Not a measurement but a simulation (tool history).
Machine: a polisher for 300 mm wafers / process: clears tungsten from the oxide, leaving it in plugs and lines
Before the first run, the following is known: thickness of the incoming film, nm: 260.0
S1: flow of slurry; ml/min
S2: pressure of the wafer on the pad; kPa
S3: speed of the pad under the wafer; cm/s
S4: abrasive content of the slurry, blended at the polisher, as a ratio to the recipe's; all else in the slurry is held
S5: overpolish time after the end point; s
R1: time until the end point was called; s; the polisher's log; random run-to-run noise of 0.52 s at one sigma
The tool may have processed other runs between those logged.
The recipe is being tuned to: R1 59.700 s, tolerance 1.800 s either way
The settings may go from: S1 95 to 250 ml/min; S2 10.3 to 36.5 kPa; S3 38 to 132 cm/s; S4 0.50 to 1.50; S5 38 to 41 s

run 1 hour=0.0 | S1=160 S2=23.4 S3=84 S4=1.00 S5=38 | R1=84.245
run 2 hour=2.3 | S1=125 S2=23.4 S3=84 S4=1.00 S5=38 | R1=90.969
run 3 hour=8.1 | S1=140 S2=23.4 S3=84 S4=1.00 S5=38 | R1=87.458
run 4 hour=15.2 | S1=155 S2=24.1 S3=84 S4=1.00 S5=38 | R1=83.189
run 5 hour=21.5 | S1=155 S2=24.1 S3=64 S4=1.00 S5=38 | R1=109.850
run 6 hour=22.3 | S1=190 S2=24.1 S3=64 S4=1.00 S5=38 | R1=105.520
run 7 hour=26.6 | S1=195 S2=26.2 S3=64 S4=1.00 S5=38 | R1=96.107
run 8 hour=32.4 | S1=200 S2=28.3 S3=64 S4=1.00 S5=38 | R1=91.438
run 9 hour=38.0 | S1=205 S2=29.6 S3=66 S4=1.00 S5=38 | R1=82.534
run 10 hour=40.8 | S1=205 S2=31.0 S3=66 S4=1.00 S5=38 | R1=80.005
run 11 hour=41.6 | S1=210 S2=31.7 S3=68 S4=1.00 S5=38 | R1=75.456
run 12 hour=43.9 | S1=210 S2=32.4 S3=68 S4=1.00 S5=38 | R1=74.971
run 13 hour=50.6 | S1=210 S2=33.1 S3=70 S4=1.00 S5=38 | R1=71.962
run 14 hour=53.3 | S1=210 S2=33.8 S3=72 S4=1.00 S5=38 | R1=66.881
run 15 hour=54.3 | S1=210 S2=34.5 S3=72 S4=1.00 S5=38 | R1=65.655
run 16 hour=61.5 | S1=210 S2=35.2 S3=72 S4=1.00 S5=38 | R1=65.427
run 17 hour=65.9 | S1=215 S2=35.2 S3=72 S4=1.00 S5=38 | R1=64.847
run 18 hour=66.8 | S1=220 S2=35.9 S3=74 S4=1.00 S5=38 | R1=61.822

Exactly one of the 4 candidate moves below puts every result within its allowed miss. Which one?
run A hour=67.7 | S1=245 S2=35.2 S3=72 S4=0.95 S5=41 | R1=?
run B hour=67.7 | S1=215 S2=36.5 S3=78 S4=0.90 S5=38 | R1=?
run C hour=67.7 | S1=225 S2=35.9 S3=70 S4=1.05 S5=41 | R1=?
run D hour=67.7 | S1=230 S2=35.2 S3=72 S4=1.00 S5=40 | R1=?

move=A R1=65.282
move=B R1=59.867
move=C R1=65.133
move=D R1=65.056
A: moves away from the targets compared with the last run
B: meets every target
C: moves away from the targets compared with the last run
D: moves away from the targets compared with the last run
Go with B: it meets all targets.
